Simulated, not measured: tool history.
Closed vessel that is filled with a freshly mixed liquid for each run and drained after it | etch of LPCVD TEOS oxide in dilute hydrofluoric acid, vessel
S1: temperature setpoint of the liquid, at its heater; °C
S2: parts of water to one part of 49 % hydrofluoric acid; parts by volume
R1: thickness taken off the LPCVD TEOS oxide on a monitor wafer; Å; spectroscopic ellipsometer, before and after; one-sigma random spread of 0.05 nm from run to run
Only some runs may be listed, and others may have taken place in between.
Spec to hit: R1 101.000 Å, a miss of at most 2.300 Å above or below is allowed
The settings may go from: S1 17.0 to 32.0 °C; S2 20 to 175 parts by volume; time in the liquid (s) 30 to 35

{"run": 1, "hour": 0.0, "S1": 24.0, "S2": 95, "time in the liquid (s)": 35, "R1": 67.875}
{"run": 2, "hour": 1.6, "S1": 24.0, "S2": 95, "time in the liquid (s)": 35, "R1": 67.649}
{"run": 3, "hour": 3.6, "S1": 25.5, "S2": 95, "time in the liquid (s)": 35, "R1": 72.639}
{"run": 4, "hour": 5.7, "S1": 26.5, "S2": 95, "time in the liquid (s)": 35, "R1": 74.544}
{"run": 5, "hour": 11.8, "S1": 26.5, "S2": 95, "time in the liquid (s)": 35, "R1": 75.578}
{"run": 6, "hour": 15.8, "S1": 24.0, "S2": 95, "time in the liquid (s)": 35, "R1": 67.697}
{"run": 7, "hour": 19.7, "S1": 28.0, "S2": 90, "time in the liquid (s)": 35, "R1": 84.129}
{"run": 8, "hour": 27.4, "S1": 28.5, "S2": 90, "time in the liquid (s)": 35, "R1": 87.183}
{"run": 9, "hour": 35.4, "S1": 29.0, "S2": 90, "time in the liquid (s)": 35, "R1": 88.65}
{"run": 10, "hour": 38.7, "S1": 29.5, "S2": 90, "time in the liquid (s)": 35, "R1": 89.883}
{"run": 11, "hour": 47.3, "S1": 30.0, "S2": 90, "time in the liquid (s)": 35, "R1": 90.643}
{"run": 12, "hour": 48.6, "S1": 30.5, "S2": 90, "time in the liquid (s)": 35, "R1": 93.101}
{"run": 13, "hour": 52.3, "S1": 31.0, "S2": 90, "time in the liquid (s)": 35, "R1": 94.366}
{"run": 14, "hour": 57.4, "S1": 31.5, "S2": 90, "time in the liquid (s)": 35, "R1": 96.718}
{"run": 15, "hour": 61.2, "S1": 32.0, "S2": 90, "time in the liquid (s)": 35, "R1": 97.978}
{"run": 16, "hour": 63.4, "S1": 32.0, "S2": 85, "time in the liquid (s)": 35, "R1": 104.89}

Pick the move, out of 4, that brings all results within their allowed miss; only one does.
{"run": "A", "hour": 65.6, "S1": 30.5, "S2": 80, "time in the liquid (s)": 35, "R1": "?"}
{"run": "B", "hour": 65.6, "S1": 31.5, "S2": 70, "time in the liquid (s)": 30, "R1": "?"}
{"run": "C", "hour": 65.6, "S1": 31.0, "S2": 85, "time in the liquid (s)": 35, "R1": "?"}
{"run": "D", "hour": 65.6, "S1": 29.5, "S2": 75, "time in the liquid (s)": 35, "R1": "?"}

move=A R1=107.020
move=B R1=110.560
move=C R1=101.900
move=D R1=110.690
A: lands further from the targets than the last run did
B: lands further from the targets than the last run did
C: all results in spec
D: lands further from the targets than the last run did
C is the move that brings every result within its allowed miss.
